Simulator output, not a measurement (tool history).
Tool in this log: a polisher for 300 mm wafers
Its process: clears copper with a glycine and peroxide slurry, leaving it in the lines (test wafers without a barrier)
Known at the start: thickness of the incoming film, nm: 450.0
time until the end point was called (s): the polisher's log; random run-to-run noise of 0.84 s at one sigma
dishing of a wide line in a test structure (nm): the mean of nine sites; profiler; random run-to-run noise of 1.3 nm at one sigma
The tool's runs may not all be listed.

run	day	flow of slurry (ml/min)	pressure of the wafer on the pad (psi)	speed of the pad under the wafer (cm/s)	overpolish time after the end point (s)	time until the end point was called (s)	dishing of a wide line in a test structure (nm)
1	0	155	2.3	92	20	104.77	56.704
2	0.025	155	2.4	92	21	100.64	60.711
3	0.35	155	2.5	92	22	100.71	61.945
4	0.442	155	2.2	92	22	106.19	59.798
5	0.596	155	2.4	94	23	100.83	64.593
6	0.954	155	2.1	94	23	108.49	60.932
7	1	160	2.7	102	29	88.397	86.395
8	1.258	160	2.8	102	29	85.673	88.463
9	1.467	160	2.9	102	29	85.116	88.36
10	1.638	160	3	102	29	82.21	88.65
11	1.788	160	3	102	29	83.378	91.441

Predict the results of run 12:
12	2.104	160	3.1	102	29	?	?

time until the end point was called (s): 82.404
dishing of a wide line in a test structure (nm): 90.88
